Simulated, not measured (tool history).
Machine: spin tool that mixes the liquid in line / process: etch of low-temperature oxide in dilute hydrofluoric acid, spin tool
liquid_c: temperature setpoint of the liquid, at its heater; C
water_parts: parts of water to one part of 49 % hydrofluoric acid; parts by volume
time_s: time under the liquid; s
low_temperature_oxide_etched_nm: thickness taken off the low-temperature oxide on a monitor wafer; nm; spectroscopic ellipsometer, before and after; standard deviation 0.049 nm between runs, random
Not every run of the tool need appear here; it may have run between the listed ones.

| run | day | liquid_c | water_parts | time_s | low_temperature_oxide_etched_nm |
|---|---|---|---|---|---|
| 1 | 0 | 26 | 185 | 50 | 4.3425 |
| 2 | 0.108 | 28.5 | 170 | 50 | 5.2756 |
| 3 | 0.217 | 30 | 160 | 50 | 5.9567 |
| 4 | 0.45 | 31 | 155 | 50 | 6.3971 |
| 5 | 0.704 | 31 | 210 | 50 | 4.3987 |
| 6 | 1.025 | 32 | 190 | 50 | 5.121 |
| 7 | 1.35 | 32.5 | 175 | 50 | 5.8156 |
| 8 | 1.471 | 34 | 130 | 50 | 8.7662 |
| 9 | 1.708 | 33.5 | 130 | 50 | 8.6582 |

The next listed run, before its measurement:
| 10 | 1.854 | 33 | 130 | 50 | ? |

Run 10 came out at low_temperature_oxide_etched_nm 8.4495 nm.

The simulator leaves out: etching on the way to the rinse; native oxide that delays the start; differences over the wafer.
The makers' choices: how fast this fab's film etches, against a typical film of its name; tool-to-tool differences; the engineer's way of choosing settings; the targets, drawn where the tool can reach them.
